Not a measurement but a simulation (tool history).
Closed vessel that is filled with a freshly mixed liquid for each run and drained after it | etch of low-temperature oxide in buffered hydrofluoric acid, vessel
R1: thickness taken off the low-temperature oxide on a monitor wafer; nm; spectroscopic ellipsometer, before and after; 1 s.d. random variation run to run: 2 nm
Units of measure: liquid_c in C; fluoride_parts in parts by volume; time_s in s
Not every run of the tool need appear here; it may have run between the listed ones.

run 1 hour=0.0 | liquid_c=20.0 fluoride_parts=17.5 time_s=100 | R1=128.36
run 2 hour=4.1 | liquid_c=21.0 fluoride_parts=16.5 time_s=100 | R1=144.62
run 3 hour=5.1 | liquid_c=21.0 fluoride_parts=16.5 time_s=100 | R1=143.32
run 4 hour=7.5 | liquid_c=21.0 fluoride_parts=12.0 time_s=100 | R1=197.79
run 5 hour=9.1 | liquid_c=22.0 fluoride_parts=12.0 time_s=100 | R1=207.38
run 6 hour=11.3 | liquid_c=20.5 fluoride_parts=12.0 time_s=100 | R1=189.39
run 7 hour=16.3 | liquid_c=21.5 fluoride_parts=12.0 time_s=100 | R1=202.58
run 8 hour=20.0 | liquid_c=22.5 fluoride_parts=12.0 time_s=100 | R1=215.98

What does the tool deliver on the next run?
run 9 hour=24.2 | liquid_c=26.5 fluoride_parts=11.5 time_s=100 | R1=?

{"run 9": {"R1": 277.48}}

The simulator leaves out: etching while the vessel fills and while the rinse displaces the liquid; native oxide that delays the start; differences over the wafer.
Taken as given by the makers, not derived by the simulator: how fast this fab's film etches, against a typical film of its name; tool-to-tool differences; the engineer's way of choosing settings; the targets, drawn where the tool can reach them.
